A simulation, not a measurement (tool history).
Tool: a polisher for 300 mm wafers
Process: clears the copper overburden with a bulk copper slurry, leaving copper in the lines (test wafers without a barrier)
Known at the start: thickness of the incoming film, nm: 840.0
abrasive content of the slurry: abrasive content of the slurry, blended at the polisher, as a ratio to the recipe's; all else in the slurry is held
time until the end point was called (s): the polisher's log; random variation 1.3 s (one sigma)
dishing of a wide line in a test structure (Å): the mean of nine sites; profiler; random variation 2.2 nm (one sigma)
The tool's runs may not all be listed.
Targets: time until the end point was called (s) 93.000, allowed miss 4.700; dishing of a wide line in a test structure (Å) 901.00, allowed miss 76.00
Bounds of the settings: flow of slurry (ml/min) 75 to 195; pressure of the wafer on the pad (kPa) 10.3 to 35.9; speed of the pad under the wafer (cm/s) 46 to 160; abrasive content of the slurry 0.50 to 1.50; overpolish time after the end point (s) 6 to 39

run,hour,flow of slurry (ml/min),pressure of the wafer on the pad (kPa),speed of the pad under the wafer (cm/s),abrasive content of the slurry,overpolish time after the end point (s),time until the end point was called (s),dishing of a wide line in a test structure (Å)
1,0.0,125,22.8,102,1.00,20,64.991,1204.20
2,1.4,125,25.5,102,1.00,20,60.782,1301.00
3,8.9,125,22.1,100,1.00,20,68.983,1177.50
4,10.3,125,22.1,124,1.00,20,55.274,1368.20
5,13.8,125,22.1,110,1.00,20,62.296,1216.70
6,20.7,120,19.3,108,1.00,21,74.525,1129.90
7,23.8,115,18.6,108,1.00,20,77.220,1062.90
8,27.4,110,17.9,108,1.00,20,80.599,1064.50
9,35.1,105,17.2,108,1.00,19,86.338,972.74
10,41.3,100,17.2,108,1.00,19,84.244,1000.50

Which of these 5 next moves meets every target?
A,47.5,105,17.2,112,1.00,16,?,?
B,47.5,95,17.9,102,0.90,13,?,?
C,47.5,105,17.2,100,0.90,19,?,?
D,47.5,110,19.3,100,0.95,18,?,?
E,47.5,85,15.2,116,1.05,32,?,?

move,time until the end point was called (s),dishing of a wide line in a test structure (Å)
A,81.586,850.81
B,90.930,687.61
C,93.522,870.18
D,81.707,931.27
E,93.938,1118.50
A: further off than the last run
B: brings the result that was furthest off to its target, and leaves another outside
C: meets every target
D: further off than the last run
E: brings the result that was furthest off to its target, and leaves another outside
Move C is the one to make.

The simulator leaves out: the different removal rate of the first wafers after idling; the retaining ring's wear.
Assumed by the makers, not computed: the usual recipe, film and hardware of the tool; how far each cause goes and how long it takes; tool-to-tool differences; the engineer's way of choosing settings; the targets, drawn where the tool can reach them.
